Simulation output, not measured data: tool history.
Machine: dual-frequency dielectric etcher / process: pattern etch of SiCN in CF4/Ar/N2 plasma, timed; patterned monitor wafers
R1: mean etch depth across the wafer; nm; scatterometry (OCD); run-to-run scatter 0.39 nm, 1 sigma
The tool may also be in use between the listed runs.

run 1 day=0.000 | source_power_(W)=450 bias_power_(W)=72 Ar_flow_(sccm)=74 CF4_flow_(sccm)=67 etch_time_(s)=99.5 | R1=84.851
run 2 day=0.079 | source_power_(W)=430 bias_power_(W)=72 Ar_flow_(sccm)=74 CF4_flow_(sccm)=67 etch_time_(s)=99.5 | R1=82.393
run 3 day=0.292 | source_power_(W)=430 bias_power_(W)=72 Ar_flow_(sccm)=82 CF4_flow_(sccm)=67 etch_time_(s)=99.5 | R1=80.712
run 4 day=0.429 | source_power_(W)=430 bias_power_(W)=79 Ar_flow_(sccm)=82 CF4_flow_(sccm)=67 etch_time_(s)=99.5 | R1=83.047
run 5 day=0.483 | source_power_(W)=430 bias_power_(W)=79 Ar_flow_(sccm)=71 CF4_flow_(sccm)=67 etch_time_(s)=99.5 | R1=84.806
run 6 day=0.717 | source_power_(W)=410 bias_power_(W)=79 Ar_flow_(sccm)=71 CF4_flow_(sccm)=67 etch_time_(s)=99.5 | R1=82.428
run 7 day=0.883 | source_power_(W)=390 bias_power_(W)=78 Ar_flow_(sccm)=71 CF4_flow_(sccm)=67 etch_time_(s)=99.5 | R1=80.069
run 8 day=0.975 | source_power_(W)=380 bias_power_(W)=76 Ar_flow_(sccm)=72 CF4_flow_(sccm)=67 etch_time_(s)=99.5 | R1=77.692
run 9 day=1.304 | source_power_(W)=370 bias_power_(W)=75 Ar_flow_(sccm)=73 CF4_flow_(sccm)=67 etch_time_(s)=99.5 | R1=76.368
run 10 day=1.429 | source_power_(W)=360 bias_power_(W)=74 Ar_flow_(sccm)=74 CF4_flow_(sccm)=67 etch_time_(s)=99.5 | R1=74.567

Run 11 has not been measured yet. What should we expect?
run 11 day=1.454 | source_power_(W)=350 bias_power_(W)=73 Ar_flow_(sccm)=74 CF4_flow_(sccm)=67 etch_time_(s)=99.5 | R1=?

Run 11 measured R1 73.482 nm.
